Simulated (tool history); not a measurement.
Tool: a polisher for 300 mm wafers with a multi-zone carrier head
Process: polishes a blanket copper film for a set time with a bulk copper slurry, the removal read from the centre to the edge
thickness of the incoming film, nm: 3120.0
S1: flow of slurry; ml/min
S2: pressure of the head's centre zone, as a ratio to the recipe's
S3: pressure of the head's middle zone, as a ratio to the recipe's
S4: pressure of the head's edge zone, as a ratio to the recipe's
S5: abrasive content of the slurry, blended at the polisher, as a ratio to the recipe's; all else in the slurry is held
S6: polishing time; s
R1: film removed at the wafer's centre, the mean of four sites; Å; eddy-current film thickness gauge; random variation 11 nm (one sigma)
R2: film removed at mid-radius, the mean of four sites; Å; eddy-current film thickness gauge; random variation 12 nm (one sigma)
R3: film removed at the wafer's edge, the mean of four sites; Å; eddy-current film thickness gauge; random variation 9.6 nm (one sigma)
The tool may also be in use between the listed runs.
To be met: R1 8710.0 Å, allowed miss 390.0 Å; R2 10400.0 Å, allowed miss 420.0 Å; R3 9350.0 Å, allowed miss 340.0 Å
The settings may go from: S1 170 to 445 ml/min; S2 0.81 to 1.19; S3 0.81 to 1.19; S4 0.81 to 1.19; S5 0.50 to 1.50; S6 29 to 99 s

run    day   S1    S2    S3    S4    S5  S6      R1      R2      R3
  1  0.000  285  1.00  1.00  1.00  1.00  64  7350.1  7265.2  7147.8
  2  0.067  285  1.00  1.00  0.94  1.00  64  7054.0  7254.2  6974.7
  3  0.312  285  0.98  1.03  0.97  1.15  66  7590.6  8103.8  7720.4
  4  0.504  290  0.97  1.06  1.00  1.25  66  7757.4  8240.9  7827.4
  5  0.662  290  0.97  1.06  1.00  1.25  73  8689.9  9116.5  8848.0
  6  1.004  350  0.97  1.06  1.00  1.25  73  8882.9  9411.7  8746.4
  7  1.058  345  0.95  1.08  1.00  1.30  73  8667.4  9409.3  8776.5
  8  1.100  345  0.93  1.10  1.00  1.35  74  8725.7  9914.1  8996.6

Which of these 4 next moves meets every target?
  A  1.142  240  0.97  1.19  0.95  1.50  71   ?   ?   ?
  B  1.142  295  1.03  1.14  1.04  1.40  68   ?   ?   ?
  C  1.142  390  0.89  1.12  1.01  1.30  76   ?   ?   ?
  D  1.142  360  0.96  1.19  1.06  1.50  67   ?   ?   ?

move      R1       R2      R3
   A  8584.0   9894.1  8438.8
   B  8694.2   9154.0  8430.9
   C  8639.0  10122.0  9278.7
   D  8366.4   9688.2  8638.0
A: further off than the last run
B: further off than the last run
C: meets every target
D: further off than the last run
Answer: C

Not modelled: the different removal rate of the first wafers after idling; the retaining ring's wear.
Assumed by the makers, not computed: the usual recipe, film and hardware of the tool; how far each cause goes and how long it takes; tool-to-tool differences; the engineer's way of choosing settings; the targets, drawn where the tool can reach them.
